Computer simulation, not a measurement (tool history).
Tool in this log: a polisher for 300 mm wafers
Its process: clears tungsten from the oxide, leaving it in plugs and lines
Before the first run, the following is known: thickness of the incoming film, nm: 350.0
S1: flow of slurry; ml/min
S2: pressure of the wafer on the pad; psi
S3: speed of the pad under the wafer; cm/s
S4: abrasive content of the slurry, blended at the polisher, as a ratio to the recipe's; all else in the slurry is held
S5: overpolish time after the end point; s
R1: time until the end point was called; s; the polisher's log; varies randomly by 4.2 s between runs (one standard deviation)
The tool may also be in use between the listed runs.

run 1 hour=0.0 | S1=300 S2=3.1 S3=86 S4=1.0 S5=5 | R1=127.34
run 2 hour=6.4 | S1=300 S2=3.1 S3=86 S4=1.0 S5=5 | R1=122.93
run 3 hour=9.4 | S1=300 S2=3.1 S3=86 S4=0.8 S5=5 | R1=138.54
run 4 hour=15.7 | S1=300 S2=3.1 S3=86 S4=0.6 S5=5 | R1=147.47
run 5 hour=18.8 | S1=300 S2=2.9 S3=86 S4=0.6 S5=5 | R1=160.04
run 6 hour=23.7 | S1=300 S2=2.9 S3=86 S4=0.6 S5=4 | R1=157.83
run 7 hour=25.1 | S1=300 S2=2.8 S3=86 S4=0.6 S5=4 | R1=168.90

What will run 8 give?
run 8 hour=26.9 | S1=300 S2=2.7 S3=86 S4=0.6 S5=4 | R1=?

R1: 164.34 s
